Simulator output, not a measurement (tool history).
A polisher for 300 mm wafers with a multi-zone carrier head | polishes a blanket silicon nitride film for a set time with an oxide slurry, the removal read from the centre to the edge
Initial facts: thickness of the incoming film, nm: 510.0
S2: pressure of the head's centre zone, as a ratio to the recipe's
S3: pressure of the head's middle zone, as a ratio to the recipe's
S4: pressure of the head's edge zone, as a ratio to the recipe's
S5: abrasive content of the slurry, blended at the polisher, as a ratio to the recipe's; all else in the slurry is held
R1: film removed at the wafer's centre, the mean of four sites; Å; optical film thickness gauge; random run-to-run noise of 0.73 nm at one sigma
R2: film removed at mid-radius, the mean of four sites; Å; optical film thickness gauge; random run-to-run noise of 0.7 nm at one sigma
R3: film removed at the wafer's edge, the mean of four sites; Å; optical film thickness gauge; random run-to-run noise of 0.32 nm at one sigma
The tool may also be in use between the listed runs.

Run 1, day 0: flow of slurry (ml/min) 130, S2 1, S3 1, S4 1, S5 1, polishing time (s) 86. Result: R1 410.29 Å, R2 430.91 Å, R3 419.39 Å.
Run 2, day 0.083: flow of slurry (ml/min) 145, S2 1.05, S3 1.03, S4 1.04, S5 1.05, polishing time (s) 86. Result: R1 458.69 Å, R2 453.79 Å, R3 445.95 Å.
Run 3, day 0.183: flow of slurry (ml/min) 145, S2 1.05, S3 0.97, S4 1.04, S5 1.05, polishing time (s) 86. Result: R1 457.09 Å, R2 437.88 Å, R3 445.37 Å.
Run 4, day 0.4: flow of slurry (ml/min) 145, S2 1.05, S3 0.97, S4 1.04, S5 1.05, polishing time (s) 105. Result: R1 544.01 Å, R2 529.51 Å, R3 547.66 Å.
Run 5, day 0.754: flow of slurry (ml/min) 140, S2 1.07, S3 0.99, S4 1, S5 1.05, polishing time (s) 105. Result: R1 566.07 Å, R2 521.35 Å, R3 538.55 Å.
Run 6, day 0.867: flow of slurry (ml/min) 140, S2 1.07, S3 1.02, S4 0.96, S5 1.05, polishing time (s) 105. Result: R1 567.85 Å, R2 553.74 Å, R3 524.39 Å.
Run 7, day 0.904: flow of slurry (ml/min) 135, S2 1.08, S3 1.02, S4 0.95, S5 1.05, polishing time (s) 105. Result: R1 562.28 Å, R2 555.51 Å, R3 515.7 Å.

What does the tool deliver on the next run?
Run 8, day 0.988: flow of slurry (ml/min) 135, S2 1.09, S3 1.01, S4 0.94, S5 1.05, polishing time (s) 105. Result: R1 ?, R2 ?, R3 ?.

R1: 577.14 Å
R2: 549.81 Å
R3: 516.66 Å

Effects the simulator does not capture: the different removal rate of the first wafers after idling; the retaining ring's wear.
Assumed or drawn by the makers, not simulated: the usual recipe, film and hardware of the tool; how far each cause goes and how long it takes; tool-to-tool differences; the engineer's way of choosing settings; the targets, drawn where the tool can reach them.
